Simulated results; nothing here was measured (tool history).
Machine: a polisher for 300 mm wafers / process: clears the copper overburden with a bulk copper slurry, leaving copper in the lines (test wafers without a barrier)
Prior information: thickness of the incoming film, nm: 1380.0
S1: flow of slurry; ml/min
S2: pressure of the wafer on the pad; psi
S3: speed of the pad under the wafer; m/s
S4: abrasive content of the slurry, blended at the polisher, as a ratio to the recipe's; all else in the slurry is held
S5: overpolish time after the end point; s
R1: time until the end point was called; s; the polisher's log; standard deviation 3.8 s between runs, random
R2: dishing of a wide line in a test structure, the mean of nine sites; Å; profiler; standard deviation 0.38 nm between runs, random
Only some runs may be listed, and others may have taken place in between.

{"run": 1, "hour": 0.0, "S1": 135, "S2": 3.2, "S3": 0.82, "S4": 1, "S5": 17, "R1": 198.37, "R2": 825.82}
{"run": 2, "hour": 6.3, "S1": 135, "S2": 3.2, "S3": 0.66, "S4": 1, "S5": 17, "R1": 229.69, "R2": 704.83}
{"run": 3, "hour": 9.8, "S1": 120, "S2": 3.2, "S3": 0.66, "S4": 1, "S5": 17, "R1": 240.61, "R2": 684.43}
{"run": 4, "hour": 14.5, "S1": 130, "S2": 3.1, "S3": 0.62, "S4": 1.05, "S5": 16, "R1": 247.53, "R2": 639.54}
{"run": 5, "hour": 15.3, "S1": 130, "S2": 3.1, "S3": 0.62, "S4": 1.25, "S5": 16, "R1": 242.27, "R2": 646.69}
{"run": 6, "hour": 23.8, "S1": 140, "S2": 3, "S3": 0.6, "S4": 1.3, "S5": 15, "R1": 244.45, "R2": 619.26}

Run 7 is up next; what results do you expect?
{"run": 7, "hour": 32.1, "S1": 135, "S2": 3.1, "S3": 0.58, "S4": 1.3, "S5": 14, "R1": "?", "R2": "?"}

{"run 7": {"R1": 248.84, "R2": 581.95}}
